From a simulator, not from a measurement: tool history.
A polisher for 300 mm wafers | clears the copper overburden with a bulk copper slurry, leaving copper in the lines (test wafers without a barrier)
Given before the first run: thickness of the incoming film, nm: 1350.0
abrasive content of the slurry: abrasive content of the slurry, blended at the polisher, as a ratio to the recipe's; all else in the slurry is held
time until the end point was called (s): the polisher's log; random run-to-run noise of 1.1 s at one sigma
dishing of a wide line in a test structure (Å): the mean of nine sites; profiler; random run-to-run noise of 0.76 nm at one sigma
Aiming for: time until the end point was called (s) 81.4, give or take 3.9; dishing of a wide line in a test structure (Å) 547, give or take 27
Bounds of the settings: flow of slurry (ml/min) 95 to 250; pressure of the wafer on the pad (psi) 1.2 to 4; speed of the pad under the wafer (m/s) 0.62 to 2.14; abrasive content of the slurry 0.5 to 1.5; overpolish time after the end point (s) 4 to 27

run    day  flow of slurry (ml/min)  pressure of the wafer on the pad (psi)  speed of the pad under the wafer (m/s)  abrasive content of the slurry  overpolish time after the end point (s)  time until the end point was called (s)  dishing of a wide line in a test structure (Å)
  1      0                      160                                     2.6                                    1.38                               1                                       14                                   108.98                                          617.18
  2  0.225                      160                                     2.6                                    1.38                            0.85                                       14                                    110.3                                          612.86
  3  0.596                      160                                     2.7                                     1.4                            0.85                                       13                                      105                                          601.83
  4  0.654                      160                                     2.8                                     1.4                            0.85                                       12                                   100.65                                          603.25
  5  0.912                      160                                     2.8                                     1.4                            0.85                                       11                                   104.17                                          567.88
  6  1.204                      160                                     2.9                                     1.4                            0.85                                       10                                    96.89                                          546.13
  7  1.408                      165                                     3.1                                     1.4                            0.85                                        9                                   92.066                                          562.88
  8  1.533                      165                                     3.3                                    1.42                            0.85                                        7                                   85.835                                          499.87
  9  1.558                      165                                     3.3                                    1.42                            0.85                                        7                                   84.562                                           471.8

Next run, 5 choices. One meets every target within its allowed miss, the rest don't. Which?
  A  1.583                      165                                     3.3                                     1.6                            0.75                                        5                                        ?                                               ?
  B  1.583                      150                                     3.3                                    1.44                             1.1                                        8                                        ?                                               ?
  C  1.583                      165                                     3.2                                    1.42                            0.65                                        9                                        ?                                               ?
  D  1.583                      165                                     3.4                                    1.64                            0.85                                        7                                        ?                                               ?
  E  1.583                      160                                       3                                    1.56                             0.7                                       11                                        ?                                               ?

move  time until the end point was called (s)  dishing of a wide line in a test structure (Å)
   A                                   80.609                                          396.83
   B                                   83.178                                          538.11
   C                                    93.73                                          535.32
   D                                   75.115                                          529.42
   E                                   91.678                                          604.48
A: its largest miss is bigger than the last run's
B: all results land within tolerance of their targets
C: the furthest-off result lands on target, but another misses its tolerance
D: the furthest-off result lands on target, but another misses its tolerance
E: the result that was furthest off in the last run now lies on the other side of its target
The right move is B.
